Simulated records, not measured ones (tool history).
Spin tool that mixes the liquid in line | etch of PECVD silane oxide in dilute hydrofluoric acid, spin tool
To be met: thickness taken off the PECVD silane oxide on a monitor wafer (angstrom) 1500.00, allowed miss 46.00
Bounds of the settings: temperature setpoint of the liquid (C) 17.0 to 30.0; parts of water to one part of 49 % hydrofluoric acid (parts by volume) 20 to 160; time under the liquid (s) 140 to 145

| run | hour | temperature setpoint of the liquid (C) | parts of water to one part of 49 % hydrofluoric acid (parts by volume) | time under the liquid (s) | thickness taken off the PECVD silane oxide on a monitor wafer (angstrom) |
|---|---|---|---|---|---|
| 1 | 0.0 | 22.0 | 90 | 140 | 445.11 |
| 2 | 2.9 | 23.0 | 80 | 140 | 535.07 |
| 3 | 6.4 | 24.0 | 70 | 140 | 649.37 |
| 4 | 11.9 | 25.0 | 65 | 140 | 733.51 |
| 5 | 20.7 | 25.5 | 60 | 140 | 805.10 |
| 6 | 28.7 | 27.0 | 60 | 140 | 868.80 |
| 7 | 33.6 | 30.0 | 25 | 140 | 2464.70 |
| 8 | 36.6 | 29.0 | 25 | 140 | 2359.30 |
| 9 | 42.4 | 28.0 | 25 | 140 | 2269.90 |
| 10 | 48.2 | 26.5 | 25 | 140 | 2129.70 |
| 11 | 52.8 | 25.0 | 25 | 140 | 1987.40 |
| 12 | 60.8 | 24.0 | 25 | 140 | 1907.40 |
| 13 | 64.9 | 23.0 | 25 | 140 | 1849.20 |

5 next moves are on the table. One of them brings every result within its allowed miss. Which?
| A | 69.0 | 24.0 | 25 | 145 | ? |
| B | 69.0 | 24.0 | 30 | 145 | ? |
| C | 69.0 | 23.5 | 35 | 145 | ? |
| D | 69.0 | 22.0 | 30 | 145 | ? |
| E | 69.0 | 20.0 | 30 | 145 | ? |

| move | thickness taken off the PECVD silane oxide on a monitor wafer (angstrom) |
|---|---|
| A | 1970.10 |
| B | 1630.70 |
| C | 1359.70 |
| D | 1498.90 |
| E | 1376.00 |
A: further off than the last run
B: nearer than the last run, and not there yet
C: takes the result that was furthest off past its target
D: meets every target
E: takes the result that was furthest off past its target
Move D is the one to make.
